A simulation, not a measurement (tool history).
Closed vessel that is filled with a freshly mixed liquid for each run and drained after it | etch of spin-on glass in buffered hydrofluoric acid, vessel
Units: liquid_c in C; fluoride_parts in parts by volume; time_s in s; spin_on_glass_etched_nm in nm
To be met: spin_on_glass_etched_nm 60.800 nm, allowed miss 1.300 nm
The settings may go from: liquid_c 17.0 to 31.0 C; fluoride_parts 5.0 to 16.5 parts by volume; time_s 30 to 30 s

| run | day | liquid_c | fluoride_parts | time_s | spin_on_glass_etched_nm |
|---|---|---|---|---|---|
| 1 | 0.000 | 23.0 | 10.0 | 30 | 93.422 |
| 2 | 0.238 | 25.0 | 10.0 | 30 | 103.410 |
| 3 | 0.521 | 22.5 | 10.5 | 30 | 86.854 |
| 4 | 0.742 | 23.5 | 10.5 | 30 | 92.229 |
| 5 | 1.017 | 23.5 | 9.5 | 30 | 99.538 |
| 6 | 1.167 | 21.5 | 10.0 | 30 | 86.025 |
| 7 | 1.538 | 20.0 | 10.5 | 30 | 75.723 |
| 8 | 1.817 | 20.0 | 10.5 | 30 | 75.298 |
| 9 | 2.067 | 19.0 | 10.5 | 30 | 70.867 |
| 10 | 2.288 | 18.5 | 10.5 | 30 | 69.864 |
| 11 | 2.621 | 18.0 | 10.5 | 30 | 67.498 |
| 12 | 2.658 | 17.5 | 10.5 | 30 | 66.023 |

4 next moves are on the table. One of them brings every result within its allowed miss. Which?
| A | 2.696 | 20.0 | 12.5 | 30 | ? |
| B | 2.696 | 17.0 | 10.5 | 30 | ? |
| C | 2.696 | 17.5 | 11.0 | 30 | ? |
| D | 2.696 | 17.0 | 11.0 | 30 | ? |

| move | spin_on_glass_etched_nm |
|---|---|
| A | 64.302 |
| B | 64.343 |
| C | 63.268 |
| D | 61.488 |
A: nearer than the last run, and not there yet
B: nearer than the last run, and not there yet
C: nearer than the last run, and not there yet
D: meets every target
Answer: D
